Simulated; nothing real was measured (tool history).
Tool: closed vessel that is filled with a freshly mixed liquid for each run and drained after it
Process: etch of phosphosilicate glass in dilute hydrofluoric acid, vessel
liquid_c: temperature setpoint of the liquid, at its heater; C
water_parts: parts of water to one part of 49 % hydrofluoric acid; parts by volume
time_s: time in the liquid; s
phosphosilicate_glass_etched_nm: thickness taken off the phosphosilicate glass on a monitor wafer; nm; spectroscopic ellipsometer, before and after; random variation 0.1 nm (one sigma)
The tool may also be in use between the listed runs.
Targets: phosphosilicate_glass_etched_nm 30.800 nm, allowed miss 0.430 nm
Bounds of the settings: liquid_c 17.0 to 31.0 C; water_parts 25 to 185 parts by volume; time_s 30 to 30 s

run,hour,liquid_c,water_parts,time_s,phosphosilicate_glass_etched_nm
1,0.0,23.0,105,30,22.356
2,5.3,24.0,105,30,23.334
3,8.2,25.0,105,30,24.171
4,16.9,26.0,105,30,25.131
5,20.7,26.0,105,30,25.099
6,28.1,26.0,70,30,39.403
7,34.7,22.0,70,30,33.457
8,42.0,21.5,70,30,32.909
9,47.1,20.5,70,30,31.580

Which of these 5 next moves meets every target?
A,52.2,22.0,70,30,?
B,52.2,21.0,75,30,?
C,52.2,19.0,70,30,?
D,52.2,18.0,65,30,?
E,52.2,17.5,65,30,?

move,phosphosilicate_glass_etched_nm
A,33.625
B,29.933
C,29.670
D,30.797
E,30.144
A: further off than the last run
B: takes the result that was furthest off past its target
C: takes the result that was furthest off past its target
D: meets every target
E: takes the result that was furthest off past its target
Move D is the one to make.

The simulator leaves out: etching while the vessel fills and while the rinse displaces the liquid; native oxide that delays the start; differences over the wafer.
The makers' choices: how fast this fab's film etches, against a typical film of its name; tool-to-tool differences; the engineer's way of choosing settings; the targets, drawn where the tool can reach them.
